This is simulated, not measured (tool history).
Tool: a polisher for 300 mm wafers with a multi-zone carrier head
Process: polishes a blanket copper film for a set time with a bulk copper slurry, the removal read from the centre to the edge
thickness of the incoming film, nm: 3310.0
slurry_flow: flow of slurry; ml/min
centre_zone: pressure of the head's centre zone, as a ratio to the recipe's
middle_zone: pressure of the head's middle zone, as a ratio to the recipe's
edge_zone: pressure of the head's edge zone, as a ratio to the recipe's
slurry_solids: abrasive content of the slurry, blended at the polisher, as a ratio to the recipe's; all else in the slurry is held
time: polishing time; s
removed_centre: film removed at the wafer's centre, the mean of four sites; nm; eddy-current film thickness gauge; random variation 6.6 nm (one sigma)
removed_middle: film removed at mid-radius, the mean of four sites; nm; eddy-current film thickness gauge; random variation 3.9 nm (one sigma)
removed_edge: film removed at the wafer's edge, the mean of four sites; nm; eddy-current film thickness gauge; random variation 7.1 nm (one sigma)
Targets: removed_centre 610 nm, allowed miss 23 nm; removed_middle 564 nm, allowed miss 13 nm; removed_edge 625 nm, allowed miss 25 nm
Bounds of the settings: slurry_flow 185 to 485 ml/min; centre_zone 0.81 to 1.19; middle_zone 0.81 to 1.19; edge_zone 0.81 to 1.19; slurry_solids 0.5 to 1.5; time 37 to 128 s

{"run": 1, "hour": 0.0, "slurry_flow": 310, "centre_zone": 1, "middle_zone": 1, "edge_zone": 1, "slurry_solids": 1, "time": 82, "removed_centre": 872.72, "removed_middle": 885.34, "removed_edge": 929.92}
{"run": 2, "hour": 3.1, "slurry_flow": 305, "centre_zone": 0.99, "middle_zone": 0.96, "edge_zone": 0.96, "slurry_solids": 0.85, "time": 77, "removed_centre": 792.85, "removed_middle": 806.1, "removed_edge": 818.24}
{"run": 3, "hour": 6.6, "slurry_flow": 305, "centre_zone": 0.99, "middle_zone": 0.96, "edge_zone": 1.05, "slurry_solids": 0.85, "time": 77, "removed_centre": 787.75, "removed_middle": 799.11, "removed_edge": 857.91}
{"run": 4, "hour": 11.7, "slurry_flow": 305, "centre_zone": 0.99, "middle_zone": 0.96, "edge_zone": 1.05, "slurry_solids": 0.75, "time": 77, "removed_centre": 781.31, "removed_middle": 783.29, "removed_edge": 842.72}
{"run": 5, "hour": 18.0, "slurry_flow": 295, "centre_zone": 0.99, "middle_zone": 0.92, "edge_zone": 1.04, "slurry_solids": 0.65, "time": 72, "removed_centre": 706.52, "removed_middle": 697, "removed_edge": 782.06}
{"run": 6, "hour": 26.7, "slurry_flow": 295, "centre_zone": 1, "middle_zone": 0.89, "edge_zone": 0.99, "slurry_solids": 0.6, "time": 69, "removed_centre": 680.69, "removed_middle": 656.5, "removed_edge": 713.43}
{"run": 7, "hour": 28.9, "slurry_flow": 260, "centre_zone": 0.99, "middle_zone": 0.81, "edge_zone": 0.94, "slurry_solids": 0.5, "time": 63, "removed_centre": 595.12, "removed_middle": 544.37, "removed_edge": 608.07}
{"run": 8, "hour": 31.7, "slurry_flow": 270, "centre_zone": 0.99, "middle_zone": 0.82, "edge_zone": 0.94, "slurry_solids": 0.5, "time": 63, "removed_centre": 596.13, "removed_middle": 546.82, "removed_edge": 618.3}
{"run": 9, "hour": 34.6, "slurry_flow": 270, "centre_zone": 0.99, "middle_zone": 0.82, "edge_zone": 0.94, "slurry_solids": 0.5, "time": 63, "removed_centre": 589.83, "removed_middle": 544.36, "removed_edge": 621.41}

5 next moves are on the table. One of them brings every result within its allowed miss. Which?
{"run": "A", "hour": 37.5, "slurry_flow": 335, "centre_zone": 0.86, "middle_zone": 0.83, "edge_zone": 1.04, "slurry_solids": 0.65, "time": 64, "removed_centre": "?", "removed_middle": "?", "removed_edge": "?"}
{"run": "B", "hour": 37.5, "slurry_flow": 235, "centre_zone": 1, "middle_zone": 0.83, "edge_zone": 1.06, "slurry_solids": 0.6, "time": 64, "removed_centre": "?", "removed_middle": "?", "removed_edge": "?"}
{"run": "C", "hour": 37.5, "slurry_flow": 220, "centre_zone": 1.01, "middle_zone": 0.84, "edge_zone": 0.93, "slurry_solids": 0.5, "time": 65, "removed_centre": "?", "removed_middle": "?", "removed_edge": "?"}
{"run": "D", "hour": 37.5, "slurry_flow": 275, "centre_zone": 0.96, "middle_zone": 0.85, "edge_zone": 0.93, "slurry_solids": 0.5, "time": 63, "removed_centre": "?", "removed_middle": "?", "removed_edge": "?"}
{"run": "E", "hour": 37.5, "slurry_flow": 190, "centre_zone": 0.95, "middle_zone": 0.86, "edge_zone": 0.89, "slurry_solids": 0.55, "time": 64, "removed_centre": "?", "removed_middle": "?", "removed_edge": "?"}

move=A removed_centre=560.18 removed_middle=590.01 removed_edge=673.71
move=B removed_centre=615.45 removed_middle=563.62 removed_edge=654.57
move=C removed_centre=611.88 removed_middle=559.51 removed_edge=612.86
move=D removed_centre=580.66 removed_middle=559.68 removed_edge=604.98
move=E removed_centre=563.13 removed_middle=554.78 removed_edge=591.68
A: takes the result that was furthest off past its target
B: brings the result that was furthest off to its target, and leaves another outside
C: meets every target
D: brings the result that was furthest off to its target, and leaves another outside
E: brings the result that was furthest off to its target, and leaves another outside
The right move is C.

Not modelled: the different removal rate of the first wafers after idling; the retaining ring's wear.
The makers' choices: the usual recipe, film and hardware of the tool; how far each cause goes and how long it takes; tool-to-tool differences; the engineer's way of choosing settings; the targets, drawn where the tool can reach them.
